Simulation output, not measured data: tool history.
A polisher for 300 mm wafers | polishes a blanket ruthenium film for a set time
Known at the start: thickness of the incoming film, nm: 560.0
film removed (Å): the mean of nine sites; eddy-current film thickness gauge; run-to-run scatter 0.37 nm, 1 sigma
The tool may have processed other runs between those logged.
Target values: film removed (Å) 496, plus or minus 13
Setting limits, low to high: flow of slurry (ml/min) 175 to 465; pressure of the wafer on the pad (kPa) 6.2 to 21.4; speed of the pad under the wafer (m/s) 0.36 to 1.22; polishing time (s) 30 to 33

run  hour  flow of slurry (ml/min)  pressure of the wafer on the pad (kPa)  speed of the pad under the wafer (m/s)  polishing time (s)  film removed (Å)
  1     0                      295                                    13.8                                    0.78                  33            321.65
  2   3.7                      295                                    13.8                                     0.6                  33            248.24
  3    10                      345                                    13.8                                     0.6                  33            252.44
  4  17.7                      345                                    13.8                                     0.6                  30            225.33
  5  21.1                      345                                    15.2                                    0.62                  30            250.92
  6  25.2                      345                                    15.9                                    0.66                  30            275.05
  7  27.6                      345                                    15.9                                    0.66                  30            272.62
  8  35.3                      345                                    16.5                                     0.7                  30            299.55
  9  38.1                      345                                    16.5                                     0.7                  30             294.6
 10  45.2                      345                                    17.2                                    0.74                  30            320.17
 11  50.7                      345                                    17.9                                    0.76                  30            342.27
 12    53                      355                                    21.4                                    0.88                  30            447.42

Next run, 4 choices. One meets every target within its allowed miss, the rest don't. Which?
  A  55.3                      335                                      20                                    0.92                  32                 ?
  B  55.3                      340                                    21.4                                    0.94                  30                 ?
  C  55.3                      420                                    20.7                                    0.94                  30                 ?
  D  55.3                      335                                    21.4                                     0.9                  33                 ?

move  film removed (Å)
   A            475.74
   B            478.88
   C            475.53
   D            504.26
A: moves toward the targets from the last run without getting all of them in spec
B: moves toward the targets from the last run without getting all of them in spec
C: moves toward the targets from the last run without getting all of them in spec
D: every result within its allowed miss
D meets every target.

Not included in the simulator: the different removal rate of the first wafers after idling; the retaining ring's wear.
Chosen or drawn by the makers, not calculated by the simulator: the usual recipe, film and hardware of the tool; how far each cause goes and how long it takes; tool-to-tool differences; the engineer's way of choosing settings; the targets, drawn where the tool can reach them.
